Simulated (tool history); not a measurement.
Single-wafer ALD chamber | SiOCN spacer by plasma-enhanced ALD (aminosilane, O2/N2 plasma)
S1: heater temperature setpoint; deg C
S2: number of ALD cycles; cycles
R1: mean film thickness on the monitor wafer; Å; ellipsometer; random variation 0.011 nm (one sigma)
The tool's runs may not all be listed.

run 1 hour=0.0 | S1=380 S2=38 | R1=25.060
run 2 hour=9.0 | S1=380 S2=35 | R1=22.847
run 3 hour=11.3 | S1=386 S2=35 | R1=22.776
run 4 hour=19.3 | S1=386 S2=40 | R1=25.998
run 5 hour=26.5 | S1=387 S2=37 | R1=24.140
-- hour=30.0 thermocouple changed; heater temperature recalibrated
run 6 hour=30.0 | S1=387 S2=39 | R1=25.264
run 7 hour=32.6 | S1=388 S2=36 | R1=23.172

The next listed run, before its measurement:
run 8 hour=41.4 | S1=389 S2=34 | R1=?

{"run 8": {"R1": 22.223}}
